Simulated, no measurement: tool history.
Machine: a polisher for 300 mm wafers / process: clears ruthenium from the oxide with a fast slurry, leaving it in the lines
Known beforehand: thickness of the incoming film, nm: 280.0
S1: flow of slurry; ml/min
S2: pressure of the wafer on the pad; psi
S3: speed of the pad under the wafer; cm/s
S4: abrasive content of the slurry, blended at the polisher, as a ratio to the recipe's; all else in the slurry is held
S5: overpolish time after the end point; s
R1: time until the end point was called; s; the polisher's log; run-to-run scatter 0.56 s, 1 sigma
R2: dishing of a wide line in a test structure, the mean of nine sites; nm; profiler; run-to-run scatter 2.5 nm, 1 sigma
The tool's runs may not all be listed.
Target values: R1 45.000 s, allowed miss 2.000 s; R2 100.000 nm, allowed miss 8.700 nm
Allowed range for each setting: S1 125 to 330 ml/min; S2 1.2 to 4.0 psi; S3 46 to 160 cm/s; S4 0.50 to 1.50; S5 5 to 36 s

run 1 hour=0.0 | S1=210 S2=2.6 S3=102 S4=1.00 S5=18 | R1=67.894 R2=56.651
run 2 hour=7.3 | S1=210 S2=2.6 S3=102 S4=1.00 S5=11 | R1=68.490 R2=38.550
run 3 hour=15.8 | S1=210 S2=2.4 S3=102 S4=1.00 S5=11 | R1=71.785 R2=35.671
run 4 hour=23.3 | S1=210 S2=2.8 S3=102 S4=1.00 S5=13 | R1=62.278 R2=47.943
run 5 hour=25.1 | S1=210 S2=2.8 S3=102 S4=1.00 S5=21 | R1=62.483 R2=70.025
run 6 hour=29.2 | S1=210 S2=3.0 S3=102 S4=1.00 S5=21 | R1=57.978 R2=73.175
run 7 hour=37.9 | S1=210 S2=3.2 S3=102 S4=1.00 S5=22 | R1=55.337 R2=79.073
run 8 hour=38.5 | S1=210 S2=3.4 S3=102 S4=1.00 S5=22 | R1=51.874 R2=84.807
run 9 hour=39.7 | S1=210 S2=3.5 S3=102 S4=1.00 S5=22 | R1=52.425 R2=84.464
-- hour=47.7 slurry nozzle cleaned
run 10 hour=47.7 | S1=210 S2=3.6 S3=102 S4=1.00 S5=22 | R1=47.065 R2=89.248

Which single option among these 4 for the next run brings every result within its allowed miss of target? Just one does.
run A hour=55.7 | S1=175 S2=2.9 S3=132 S4=0.85 S5=21 | R1=? R2=?
run B hour=55.7 | S1=205 S2=3.6 S3=104 S4=1.05 S5=24 | R1=? R2=?
run C hour=55.7 | S1=215 S2=3.9 S3=82 S4=1.20 S5=28 | R1=? R2=?
run D hour=55.7 | S1=215 S2=3.5 S3=92 S4=1.20 S5=23 | R1=? R2=?

move=A R1=49.322 R2=83.753
move=B R1=45.281 R2=97.623
move=C R1=49.720 R2=101.620
move=D R1=49.352 R2=89.356
A: moves away from the targets compared with the last run
B: all results in spec
C: the worst result of the last run now meets its target, but another is out of spec
D: moves away from the targets compared with the last run
B is the move that brings every result within its allowed miss.
